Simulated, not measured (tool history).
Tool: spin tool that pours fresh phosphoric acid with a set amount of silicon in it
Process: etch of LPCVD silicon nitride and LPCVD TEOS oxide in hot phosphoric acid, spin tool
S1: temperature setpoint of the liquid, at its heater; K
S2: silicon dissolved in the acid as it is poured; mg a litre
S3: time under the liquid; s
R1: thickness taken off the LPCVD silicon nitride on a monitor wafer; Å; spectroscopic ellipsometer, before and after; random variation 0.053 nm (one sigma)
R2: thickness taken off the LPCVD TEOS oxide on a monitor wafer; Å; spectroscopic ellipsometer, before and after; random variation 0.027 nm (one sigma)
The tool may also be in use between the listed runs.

| run | hour | S1 | S2 | S3 | R1 | R2 |
|---|---|---|---|---|---|---|
| 1 | 0.0 | 433.15 | 23.0 | 180 | 140.48 | 3.6137 |
| 2 | 3.3 | 433.15 | 32.5 | 180 | 140.39 | 2.3631 |
| 3 | 11.6 | 431.15 | 32.5 | 180 | 131.96 | 2.0284 |
| 4 | 13.0 | 431.15 | 32.5 | 145 | 105.70 | 1.6911 |
| 5 | 18.5 | 431.15 | 26.0 | 145 | 105.48 | 1.9607 |
| 6 | 26.1 | 433.15 | 27.0 | 160 | 124.14 | 2.4470 |

The next listed run, before its measurement:
| 7 | 34.2 | 434.15 | 26.0 | 170 | ? | ? |

{"run 7": {"R1": 137.25, "R2": 3.1922}}

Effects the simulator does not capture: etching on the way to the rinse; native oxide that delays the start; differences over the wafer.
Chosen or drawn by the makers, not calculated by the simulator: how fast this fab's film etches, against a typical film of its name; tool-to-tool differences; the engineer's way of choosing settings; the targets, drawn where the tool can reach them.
